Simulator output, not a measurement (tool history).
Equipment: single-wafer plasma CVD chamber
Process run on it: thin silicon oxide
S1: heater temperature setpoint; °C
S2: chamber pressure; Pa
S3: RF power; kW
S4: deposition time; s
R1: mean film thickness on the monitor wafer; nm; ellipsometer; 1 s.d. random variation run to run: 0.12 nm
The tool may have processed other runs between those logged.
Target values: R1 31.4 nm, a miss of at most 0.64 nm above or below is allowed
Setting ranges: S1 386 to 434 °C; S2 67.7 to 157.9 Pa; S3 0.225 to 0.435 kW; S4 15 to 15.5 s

run,hour,S1,S2,S3,S4,R1
1,0,410,112.8,0.33,15,26.593
2,8.7,410,112.8,0.33,15,26.621
3,9.7,410,118.9,0.33,15,27.96
4,12.7,410,123.2,0.33,15,28.795
5,19.7,410,126.5,0.33,15,29.763
6,22.5,410,126.5,0.285,15,26.774
7,26.3,410,132.5,0.285,15,27.996
8,28.1,410,137.1,0.285,15,28.473
9,28.9,410,141.5,0.285,15,29.507
10,34.5,410,144.1,0.285,15,29.753
11,36.3,410,146.7,0.285,15,30.104
12,39.2,410,148.8,0.285,15,30.481
13,48,410,150.3,0.285,15,30.877
14,55.5,410,150.3,0.285,15,30.853

Which of these 5 next moves meets every target?
A,63,392,153.5,0.27,15,?
B,63,411,147.7,0.275,15.3,?
C,63,398,141.9,0.295,15,?
D,63,400,143.2,0.31,15,?
E,63,413,147.6,0.275,15,?

move,R1
A,30.315
B,30.174
C,30.43
D,31.622
E,29.531
A: the biggest miss grows against the last run
B: the biggest miss grows against the last run
C: the biggest miss grows against the last run
D: every result within its allowed miss
E: the biggest miss grows against the last run
The right move is D.
